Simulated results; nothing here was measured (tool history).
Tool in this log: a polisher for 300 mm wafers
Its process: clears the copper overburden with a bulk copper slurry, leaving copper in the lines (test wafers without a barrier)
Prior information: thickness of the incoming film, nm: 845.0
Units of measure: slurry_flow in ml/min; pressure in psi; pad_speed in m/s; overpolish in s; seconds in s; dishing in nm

run 1 hour=0.0 | slurry_flow=260 pressure=2.0 pad_speed=1.38 slurry_solids=1.0 overpolish=16 | seconds=124.78 dishing=41.421
run 2 hour=6.5 | slurry_flow=260 pressure=2.0 pad_speed=1.38 slurry_solids=1.0 overpolish=13 | seconds=129.41 dishing=36.871
run 3 hour=14.7 | slurry_flow=260 pressure=2.0 pad_speed=1.38 slurry_solids=1.0 overpolish=10 | seconds=128.11 dishing=32.804
run 4 hour=21.9 | slurry_flow=260 pressure=2.1 pad_speed=1.40 slurry_solids=1.0 overpolish=11 | seconds=118.45 dishing=35.977
run 5 hour=24.6 | slurry_flow=305 pressure=2.1 pad_speed=1.40 slurry_solids=1.0 overpolish=11 | seconds=120.85 dishing=36.157
run 6 hour=25.9 | slurry_flow=305 pressure=1.6 pad_speed=1.40 slurry_solids=1.0 overpolish=11 | seconds=149.86 dishing=30.593
run 7 hour=33.5 | slurry_flow=305 pressure=1.8 pad_speed=1.44 slurry_solids=1.0 overpolish=11 | seconds=127.80 dishing=32.701
run 8 hour=38.4 | slurry_flow=305 pressure=2.0 pad_speed=1.46 slurry_solids=1.0 overpolish=11 | seconds=121.38 dishing=35.290
run 9 hour=47.4 | slurry_flow=305 pressure=2.1 pad_speed=1.50 slurry_solids=1.0 overpolish=11 | seconds=111.80 dishing=36.139

Estimate the outcome of run 10 from the log above:
run 10 hour=53.9 | slurry_flow=305 pressure=2.2 pad_speed=1.52 slurry_solids=1.0 overpolish=11 | seconds=? dishing=?

{"run 10": {"seconds": 106.5, "dishing": 38.664}}
